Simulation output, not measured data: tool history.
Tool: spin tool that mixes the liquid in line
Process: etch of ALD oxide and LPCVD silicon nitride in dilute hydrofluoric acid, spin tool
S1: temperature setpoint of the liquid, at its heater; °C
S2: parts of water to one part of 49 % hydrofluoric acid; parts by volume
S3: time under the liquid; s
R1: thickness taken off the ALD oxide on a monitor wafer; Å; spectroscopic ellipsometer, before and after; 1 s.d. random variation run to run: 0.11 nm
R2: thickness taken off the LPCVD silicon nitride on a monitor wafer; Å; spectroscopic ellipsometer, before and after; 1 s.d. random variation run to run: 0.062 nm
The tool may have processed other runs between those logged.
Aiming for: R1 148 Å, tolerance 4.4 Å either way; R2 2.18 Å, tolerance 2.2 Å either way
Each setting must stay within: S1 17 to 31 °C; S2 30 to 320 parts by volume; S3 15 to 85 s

run	hour	S1	S2	S3	R1	R2
1	0	23	175	45	66.356	1.2903
2	4.5	25.5	175	45	73.132	1.2259
3	12.8	25.5	215	45	57.987	0.85172
4	21.1	27.5	215	45	61.974	1.0654
5	24.2	28.5	180	45	79.946	2.187
6	30.6	28	155	45	92.419	2.6268
7	36.3	28	135	45	110.67	1.8013
8	39.2	28.5	130	45	118.26	2.671
9	43.9	29.5	100	45	165.48	3.2424
10	44.5	29	100	45	161.25	2.7619
11	51	28.5	100	45	159.51	2.5545
12	55.5	28	100	45	155.31	4.3814

Below are 5 possible settings for the next run. Only one of them brings all results inside the allowed miss of their targets. Which is it?
A	60	29	130	55	?	?
B	60	30.5	120	45	?	?
C	60	31	175	70	?	?
D	60	30	150	60	?	?
E	60	31	120	50	?	?

move	R1	R2
A	147.72	2.4664
B	140.24	2.4013
C	141.48	2.6238
D	141.08	2.4766
E	158.7	2.7517
A: every result lands within tolerance
B: pushes the last run's worst result past its target
C: pushes the last run's worst result past its target
D: pushes the last run's worst result past its target
E: misses by more than the last run did
The move that meets every target is A.
